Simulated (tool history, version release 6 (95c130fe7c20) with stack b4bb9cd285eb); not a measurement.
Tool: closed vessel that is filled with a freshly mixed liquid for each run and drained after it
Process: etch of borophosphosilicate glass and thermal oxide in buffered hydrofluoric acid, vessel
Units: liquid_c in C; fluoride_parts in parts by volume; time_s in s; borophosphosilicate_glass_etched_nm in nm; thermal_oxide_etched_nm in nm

| run | hour | liquid_c | fluoride_parts | time_s | borophosphosilicate_glass_etched_nm | thermal_oxide_etched_nm |
|---|---|---|---|---|---|---|
| 1 | 0.0 | 21.0 | 15.0 | 65 | 47.085 | 45.271 |
| 2 | 3.1 | 21.0 | 15.0 | 80 | 57.859 | 57.133 |
| 3 | 6.8 | 23.5 | 13.5 | 80 | 74.196 | 72.616 |
| 4 | 10.2 | 21.0 | 13.5 | 80 | 64.735 | 63.231 |
| 5 | 14.3 | 23.5 | 12.5 | 80 | 80.485 | 77.272 |
| 6 | 21.1 | 25.0 | 12.0 | 80 | 89.773 | 87.206 |

The next listed run, before its measurement:
| 7 | 28.8 | 26.0 | 11.5 | 80 | ? | ? |

{"run 7": {"borophosphosilicate_glass_etched_nm": 99.396, "thermal_oxide_etched_nm": 96.391}}
